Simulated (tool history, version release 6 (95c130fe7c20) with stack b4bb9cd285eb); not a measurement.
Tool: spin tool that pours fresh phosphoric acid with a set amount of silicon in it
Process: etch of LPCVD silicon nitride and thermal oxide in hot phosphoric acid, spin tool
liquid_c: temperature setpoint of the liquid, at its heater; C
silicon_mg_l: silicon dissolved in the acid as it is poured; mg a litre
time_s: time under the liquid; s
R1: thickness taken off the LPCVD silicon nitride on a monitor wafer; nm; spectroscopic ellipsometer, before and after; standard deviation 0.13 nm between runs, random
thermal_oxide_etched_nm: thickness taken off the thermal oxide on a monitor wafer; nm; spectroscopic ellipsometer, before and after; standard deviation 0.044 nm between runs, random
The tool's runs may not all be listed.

run 1 hour=0 | liquid_c=163 silicon_mg_l=21 time_s=170 | R1=15.15 thermal_oxide_etched_nm=0.38228
run 2 hour=0.9 | liquid_c=162 silicon_mg_l=21 time_s=170 | R1=14.625 thermal_oxide_etched_nm=0.28053
run 3 hour=6.8 | liquid_c=162.5 silicon_mg_l=21.5 time_s=170 | R1=14.909 thermal_oxide_etched_nm=0.33653
run 4 hour=8.9 | liquid_c=162.5 silicon_mg_l=21.5 time_s=100 | R1=8.7005 thermal_oxide_etched_nm=0.19639
run 5 hour=13.4 | liquid_c=163 silicon_mg_l=22 time_s=115 | R1=10.135 thermal_oxide_etched_nm=0.23276
run 6 hour=16.3 | liquid_c=165 silicon_mg_l=22 time_s=115 | R1=10.954 thermal_oxide_etched_nm=0.29169

Predict the results of run 7:
run 7 hour=16.8 | liquid_c=167.5 silicon_mg_l=22 time_s=185 | R1=? thermal_oxide_etched_nm=?

{"run 7": {"R1": 18.903, "thermal_oxide_etched_nm": 0.569}}

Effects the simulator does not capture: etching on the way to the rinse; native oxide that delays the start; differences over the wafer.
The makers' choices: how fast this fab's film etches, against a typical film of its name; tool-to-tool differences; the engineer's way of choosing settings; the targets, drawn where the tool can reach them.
